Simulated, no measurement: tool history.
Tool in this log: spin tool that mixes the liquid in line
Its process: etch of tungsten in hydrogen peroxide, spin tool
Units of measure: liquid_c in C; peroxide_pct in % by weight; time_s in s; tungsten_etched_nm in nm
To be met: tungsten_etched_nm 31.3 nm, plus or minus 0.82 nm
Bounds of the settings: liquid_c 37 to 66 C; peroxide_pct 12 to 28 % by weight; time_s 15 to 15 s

Run 1, hour 0: liquid_c 53 C, peroxide_pct 19 % by weight, time_s 15 s. Result: tungsten_etched_nm 53.507 nm.
Run 2, hour 3.8: liquid_c 59 C, peroxide_pct 19 % by weight, time_s 15 s. Result: tungsten_etched_nm 75.861 nm.
Run 3, hour 9.7: liquid_c 54.5 C, peroxide_pct 19 % by weight, time_s 15 s. Result: tungsten_etched_nm 58.665 nm.
Run 4, hour 10.2: liquid_c 60.5 C, peroxide_pct 19 % by weight, time_s 15 s. Result: tungsten_etched_nm 82.591 nm.
Run 5, hour 19: liquid_c 60.5 C, peroxide_pct 17 % by weight, time_s 15 s. Result: tungsten_etched_nm 78.607 nm.
Run 6, hour 25.7: liquid_c 55.5 C, peroxide_pct 17 % by weight, time_s 15 s. Result: tungsten_etched_nm 58.6 nm.
Run 7, hour 31.7: liquid_c 55.5 C, peroxide_pct 17 % by weight, time_s 15 s. Result: tungsten_etched_nm 58.069 nm.
Run 8, hour 40.5: liquid_c 52.5 C, peroxide_pct 17 % by weight, time_s 15 s. Result: tungsten_etched_nm 49.257 nm.
Run 9, hour 44.5: liquid_c 50 C, peroxide_pct 17 % by weight, time_s 15 s. Result: tungsten_etched_nm 42.347 nm.
Run 10, hour 49.8: liquid_c 48.5 C, peroxide_pct 17 % by weight, time_s 15 s. Result: tungsten_etched_nm 38.524 nm.
Run 11, hour 54.5: liquid_c 47.5 C, peroxide_pct 17 % by weight, time_s 15 s. Result: tungsten_etched_nm 36.318 nm.
Run 12, hour 55.4: liquid_c 46.5 C, peroxide_pct 17 % by weight, time_s 15 s. Result: tungsten_etched_nm 34.01 nm.
Run 13, hour 60.1: liquid_c 46 C, peroxide_pct 17 % by weight, time_s 15 s. Result: tungsten_etched_nm 33.171 nm.

4 candidate next runs follow, results not yet known. Just one meets every target within its allowed miss. Identify it.
Run A, hour 64.8: liquid_c 46 C, peroxide_pct 18 % by weight, time_s 15 s. Result: tungsten_etched_nm ?.
Run B, hour 64.8: liquid_c 45 C, peroxide_pct 17 % by weight, time_s 15 s. Result: tungsten_etched_nm ?.
Run C, hour 64.8: liquid_c 45.5 C, peroxide_pct 18 % by weight, time_s 15 s. Result: tungsten_etched_nm ?.
Run D, hour 64.8: liquid_c 47 C, peroxide_pct 18.5 % by weight, time_s 15 s. Result: tungsten_etched_nm ?.

move  tungsten_etched_nm
   A              33.879
   B              30.941
   C              32.844
   D              36.534
A: misses by more than the last run did
B: every result lands within tolerance
C: closes in on the targets versus the last run, not all within tolerance yet
D: misses by more than the last run did
So the answer is move B, the one that meets all the targets.
